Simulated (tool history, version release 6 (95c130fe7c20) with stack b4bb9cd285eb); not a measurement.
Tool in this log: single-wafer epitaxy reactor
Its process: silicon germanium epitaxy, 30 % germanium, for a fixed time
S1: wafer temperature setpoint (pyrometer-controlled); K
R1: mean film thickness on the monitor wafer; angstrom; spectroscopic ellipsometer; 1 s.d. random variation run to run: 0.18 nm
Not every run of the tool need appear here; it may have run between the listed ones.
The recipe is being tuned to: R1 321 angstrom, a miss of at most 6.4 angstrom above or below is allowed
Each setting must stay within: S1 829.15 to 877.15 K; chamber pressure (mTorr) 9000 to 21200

{"run": 1, "day": 0.0, "S1": 853.15, "chamber pressure (mTorr)": 15100, "R1": 402.3}
{"run": 2, "day": 0.154, "S1": 859.15, "chamber pressure (mTorr)": 15100, "R1": 443.96}
{"run": 3, "day": 0.388, "S1": 859.15, "chamber pressure (mTorr)": 13700, "R1": 424.58}
{"run": 4, "day": 0.567, "S1": 857.15, "chamber pressure (mTorr)": 13700, "R1": 411.67}
{"run": 5, "day": 0.638, "S1": 862.15, "chamber pressure (mTorr)": 13700, "R1": 445.71}
{"run": 6, "day": 0.896, "S1": 862.15, "chamber pressure (mTorr)": 11400, "R1": 420.79}
{"run": 7, "day": 1.133, "S1": 860.15, "chamber pressure (mTorr)": 11400, "R1": 407.16}
{"run": 8, "day": 1.233, "S1": 858.15, "chamber pressure (mTorr)": 11400, "R1": 390.17}
{"run": 9, "day": 1.588, "S1": 857.15, "chamber pressure (mTorr)": 11400, "R1": 389.76}
{"run": 10, "day": 1.692, "S1": 856.15, "chamber pressure (mTorr)": 11400, "R1": 377.05}
{"run": 11, "day": 1.988, "S1": 855.15, "chamber pressure (mTorr)": 11400, "R1": 373.66}
{"run": 12, "day": 2.029, "S1": 854.15, "chamber pressure (mTorr)": 11400, "R1": 366.59}

Next run, 5 choices. One meets every target within its allowed miss, the rest don't. Which?
{"run": "A", "day": 2.071, "S1": 848.15, "chamber pressure (mTorr)": 10400, "R1": "?"}
{"run": "B", "day": 2.071, "S1": 851.15, "chamber pressure (mTorr)": 11400, "R1": "?"}
{"run": "C", "day": 2.071, "S1": 859.15, "chamber pressure (mTorr)": 13200, "R1": "?"}
{"run": "D", "day": 2.071, "S1": 841.15, "chamber pressure (mTorr)": 10700, "R1": "?"}
{"run": "E", "day": 2.071, "S1": 862.15, "chamber pressure (mTorr)": 11200, "R1": "?"}

move=A R1=322.28
move=B R1=351.11
move=C R1=424.59
move=D R1=288.95
move=E R1=419.16
A: all results land within tolerance of their targets
B: closer than the last run, but not yet in spec
C: its largest miss is bigger than the last run's
D: pushes the last run's worst result past its target
E: its largest miss is bigger than the last run's
Correct choice: A, which meets every target

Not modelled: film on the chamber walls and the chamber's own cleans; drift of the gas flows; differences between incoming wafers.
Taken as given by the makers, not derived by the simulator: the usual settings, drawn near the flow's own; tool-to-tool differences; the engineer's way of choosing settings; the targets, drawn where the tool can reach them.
